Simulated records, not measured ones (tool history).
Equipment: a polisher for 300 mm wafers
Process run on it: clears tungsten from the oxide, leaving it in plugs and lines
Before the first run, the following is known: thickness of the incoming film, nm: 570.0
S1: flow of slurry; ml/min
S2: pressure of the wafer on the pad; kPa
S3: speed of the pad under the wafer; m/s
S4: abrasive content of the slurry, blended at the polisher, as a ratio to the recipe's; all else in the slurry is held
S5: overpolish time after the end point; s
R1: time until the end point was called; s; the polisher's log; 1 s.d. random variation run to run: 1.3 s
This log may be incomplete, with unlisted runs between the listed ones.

| run | day | S1 | S2 | S3 | S4 | S5 | R1 |
|---|---|---|---|---|---|---|---|
| 1 | 0 | 150 | 31 | 1.16 | 1 | 4 | 98.569 |
| 2 | 0.296 | 175 | 31 | 1.16 | 1 | 4 | 95.896 |
| 3 | 0.362 | 175 | 31 | 1.16 | 1.1 | 4 | 97.121 |
| 4 | 0.462 | 175 | 32.4 | 1.16 | 1.1 | 4 | 93.681 |
| 5 | 0.517 | 175 | 33.8 | 1.16 | 1.1 | 4 | 89.306 |
| 6 | 0.783 | 175 | 35.2 | 1.16 | 1.1 | 4 | 83.725 |
| 7 | 0.979 | 175 | 35.9 | 1.16 | 1.1 | 4 | 81.572 |
| 8 | 1.162 | 175 | 36.5 | 1.16 | 1.1 | 4 | 81.79 |
| 9 | 1.512 | 175 | 37.2 | 1.16 | 1.1 | 4 | 78.786 |
| 10 | 1.879 | 175 | 37.2 | 1.16 | 1.1 | 4 | 81.296 |
| 11 | 2.083 | 175 | 37.2 | 1.16 | 1.1 | 4 | 79.989 |
| 12 | 2.121 | 175 | 37.9 | 1.16 | 1.1 | 4 | 79.325 |
| 13 | 2.192 | 175 | 38.6 | 1.16 | 1.1 | 4 | 76.386 |

Run 14 has not been measured yet. What should we expect?
| 14 | 2.408 | 175 | 39.3 | 1.16 | 1.1 | 4 | ? |

Logged for run 14: R1 74.423 s.

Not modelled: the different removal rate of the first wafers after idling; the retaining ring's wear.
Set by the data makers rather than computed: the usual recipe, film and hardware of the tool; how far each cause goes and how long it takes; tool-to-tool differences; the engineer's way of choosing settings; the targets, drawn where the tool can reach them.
